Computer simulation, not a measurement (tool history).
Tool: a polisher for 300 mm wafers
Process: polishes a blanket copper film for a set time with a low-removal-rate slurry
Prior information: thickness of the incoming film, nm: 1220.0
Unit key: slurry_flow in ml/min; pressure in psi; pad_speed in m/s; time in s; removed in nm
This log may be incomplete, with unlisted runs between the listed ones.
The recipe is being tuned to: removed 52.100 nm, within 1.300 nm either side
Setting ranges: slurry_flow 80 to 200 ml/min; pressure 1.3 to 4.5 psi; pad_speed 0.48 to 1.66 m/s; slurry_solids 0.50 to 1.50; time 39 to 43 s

{"run": 1, "hour": 0.0, "slurry_flow": 130, "pressure": 2.9, "pad_speed": 1.06, "slurry_solids": 1.0, "time": 43, "removed": 129.77}
{"run": 2, "hour": 5.9, "slurry_flow": 130, "pressure": 2.9, "pad_speed": 1.06, "slurry_solids": 1.0, "time": 43, "removed": 129.07}
{"run": 3, "hour": 14.0, "slurry_flow": 130, "pressure": 2.9, "pad_speed": 0.92, "slurry_solids": 1.0, "time": 43, "removed": 114.21}
{"run": 4, "hour": 15.1, "slurry_flow": 120, "pressure": 2.3, "pad_speed": 0.84, "slurry_solids": 1.0, "time": 43, "removed": 81.571}
{"run": 5, "hour": 19.7, "slurry_flow": 120, "pressure": 1.9, "pad_speed": 0.84, "slurry_solids": 1.0, "time": 43, "removed": 67.686}
{"run": 6, "hour": 20.7, "slurry_flow": 105, "pressure": 1.9, "pad_speed": 0.84, "slurry_solids": 1.0, "time": 43, "removed": 65.797}
{"run": 7, "hour": 27.8, "slurry_flow": 100, "pressure": 1.7, "pad_speed": 0.84, "slurry_solids": 1.0, "time": 43, "removed": 58.479}
{"run": 8, "hour": 31.7, "slurry_flow": 95, "pressure": 1.6, "pad_speed": 0.84, "slurry_solids": 1.0, "time": 43, "removed": 54.15}

Pick the move, out of 5, that brings all results within their allowed miss; only one does.
{"run": "A", "hour": 35.6, "slurry_flow": 95, "pressure": 1.6, "pad_speed": 0.92, "slurry_solids": 0.85, "time": 42, "removed": "?"}
{"run": "B", "hour": 35.6, "slurry_flow": 100, "pressure": 1.6, "pad_speed": 0.9, "slurry_solids": 1.05, "time": 40, "removed": "?"}
{"run": "C", "hour": 35.6, "slurry_flow": 125, "pressure": 1.4, "pad_speed": 0.96, "slurry_solids": 0.85, "time": 39, "removed": "?"}
{"run": "D", "hour": 35.6, "slurry_flow": 110, "pressure": 1.5, "pad_speed": 0.92, "slurry_solids": 1.25, "time": 39, "removed": "?"}
{"run": "E", "hour": 35.6, "slurry_flow": 90, "pressure": 1.7, "pad_speed": 0.84, "slurry_solids": 1.0, "time": 43, "removed": "?"}

move=A removed=57.167
move=B removed=55.708
move=C removed=52.411
move=D removed=54.977
move=E removed=57.070
A: further off than the last run
B: further off than the last run
C: all results land within tolerance of their targets
D: further off than the last run
E: further off than the last run
The move that meets every target is C.

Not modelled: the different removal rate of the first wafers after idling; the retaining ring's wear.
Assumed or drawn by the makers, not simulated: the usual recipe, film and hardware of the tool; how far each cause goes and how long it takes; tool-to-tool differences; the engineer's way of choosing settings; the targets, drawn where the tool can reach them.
